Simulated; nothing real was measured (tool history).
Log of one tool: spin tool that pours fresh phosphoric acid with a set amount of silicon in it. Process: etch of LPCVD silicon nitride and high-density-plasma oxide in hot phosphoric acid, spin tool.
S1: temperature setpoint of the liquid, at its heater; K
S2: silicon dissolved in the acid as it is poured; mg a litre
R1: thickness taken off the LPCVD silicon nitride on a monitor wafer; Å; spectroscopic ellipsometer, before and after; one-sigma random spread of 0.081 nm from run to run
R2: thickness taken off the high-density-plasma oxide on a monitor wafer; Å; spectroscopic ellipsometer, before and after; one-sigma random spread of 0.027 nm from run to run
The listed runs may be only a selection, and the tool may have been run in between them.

Run 1, day 0: S1 434.15 K, S2 10.5 mg a litre, time under the liquid (s) 120. Result: R1 114.59 Å, R2 4.5557 Å.
Run 2, day 0.217: S1 434.15 K, S2 5.5 mg a litre, time under the liquid (s) 120. Result: R1 114.43 Å, R2 4.8791 Å.
Run 3, day 0.533: S1 433.65 K, S2 5 mg a litre, time under the liquid (s) 115. Result: R1 107.65 Å, R2 4.3157 Å.
Run 4, day 0.838: S1 434.15 K, S2 5 mg a litre, time under the liquid (s) 115. Result: R1 111.39 Å, R2 5.1024 Å.
Run 5, day 1.092: S1 434.15 K, S2 1.5 mg a litre, time under the liquid (s) 115. Result: R1 110.61 Å, R2 5.1997 Å.
Run 6, day 1.379: S1 433.15 K, S2 1 mg a litre, time under the liquid (s) 105. Result: R1 96.356 Å, R2 4.3164 Å.
Run 7, day 1.546: S1 432.15 K, S2 0.5 mg a litre, time under the liquid (s) 105. Result: R1 93.81 Å, R2 4.4004 Å.
Run 8, day 1.9: S1 432.15 K, S2 1 mg a litre, time under the liquid (s) 105. Result: R1 92.571 Å, R2 4.1148 Å.
Run 9, day 2.033: S1 431.65 K, S2 2 mg a litre, time under the liquid (s) 105. Result: R1 91.639 Å, R2 4.3171 Å.
Run 10, day 2.292: S1 431.65 K, S2 3 mg a litre, time under the liquid (s) 105. Result: R1 92.207 Å, R2 4.0853 Å.
Run 11, day 2.558: S1 431.65 K, S2 3.5 mg a litre, time under the liquid (s) 105. Result: R1 92.585 Å, R2 4.3339 Å.
Run 12, day 2.896: S1 431.65 K, S2 4 mg a litre, time under the liquid (s) 105. Result: R1 90.053 Å, R2 3.8505 Å.
Run 13, day 3.029: S1 431.15 K, S2 4.5 mg a litre, time under the liquid (s) 105. Result: R1 91.728 Å, R2 4.1558 Å.
Run 14, day 3.312: S1 431.15 K, S2 5 mg a litre, time under the liquid (s) 105. Result: R1 91.142 Å, R2 2.9708 Å.

Expected results for the next run?
Run 15, day 3.454: S1 431.15 K, S2 4.5 mg a litre, time under the liquid (s) 105. Result: R1 ?, R2 ?.

{"run 15": {"R1": 90.806, "R2": 3.1148}}
